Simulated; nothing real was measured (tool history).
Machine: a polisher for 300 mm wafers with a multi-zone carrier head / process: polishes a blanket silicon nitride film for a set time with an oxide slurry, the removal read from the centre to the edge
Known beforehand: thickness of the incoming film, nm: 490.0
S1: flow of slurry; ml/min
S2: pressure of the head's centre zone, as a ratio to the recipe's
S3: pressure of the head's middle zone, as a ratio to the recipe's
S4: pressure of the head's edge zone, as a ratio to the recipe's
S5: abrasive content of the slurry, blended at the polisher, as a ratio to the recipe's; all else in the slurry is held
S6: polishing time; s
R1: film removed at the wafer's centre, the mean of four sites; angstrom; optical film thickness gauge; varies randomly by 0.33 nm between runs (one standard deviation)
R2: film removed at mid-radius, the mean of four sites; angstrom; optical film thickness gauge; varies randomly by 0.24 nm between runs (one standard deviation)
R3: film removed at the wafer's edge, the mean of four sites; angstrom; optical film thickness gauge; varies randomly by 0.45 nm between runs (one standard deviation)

Run 1, hour 0: S1 295 ml/min, S2 1, S3 1, S4 1, S5 1, S6 74 s. Result: R1 412.02 angstrom, R2 411.62 angstrom, R3 407.59 angstrom.
Run 2, hour 1.8: S1 255 ml/min, S2 1, S3 1, S4 1, S5 1, S6 74 s. Result: R1 394.71 angstrom, R2 397.41 angstrom, R3 402.42 angstrom.
Run 3, hour 6.1: S1 255 ml/min, S2 1.01, S3 0.99, S4 0.98, S5 0.95, S6 74 s. Result: R1 399.58 angstrom, R2 390.04 angstrom, R3 381.19 angstrom.
Run 4, hour 10.2: S1 255 ml/min, S2 1.01, S3 0.99, S4 0.98, S5 0.85, S6 74 s. Result: R1 378.66 angstrom, R2 367.95 angstrom, R3 360.77 angstrom.
Run 5, hour 12.8: S1 255 ml/min, S2 1.01, S3 0.99, S4 0.98, S5 1, S6 74 s. Result: R1 405.15 angstrom, R2 405.04 angstrom, R3 387.1 angstrom.
Run 6, hour 19.7: S1 255 ml/min, S2 1.01, S3 0.91, S4 0.98, S5 1, S6 74 s. Result: R1 410.66 angstrom, R2 368.54 angstrom, R3 387.93 angstrom.
Run 7, hour 26.1: S1 250 ml/min, S2 1, S3 0.91, S4 0.97, S5 1, S6 74 s. Result: R1 405.94 angstrom, R2 372.25 angstrom, R3 387.54 angstrom.
Run 8, hour 33.2: S1 255 ml/min, S2 0.99, S3 0.88, S4 0.87, S5 0.8, S6 74 s. Result: R1 353.27 angstrom, R2 322.48 angstrom, R3 339.73 angstrom.

Run 9 is up next; what results do you expect?
Run 9, hour 37.5: S1 260 ml/min, S2 1, S3 0.89, S4 0.87, S5 0.8, S6 74 s. Result: R1 ?, R2 ?, R3 ?.

{"run 9": {"R1": 355.78, "R2": 325.76, "R3": 329.78}}
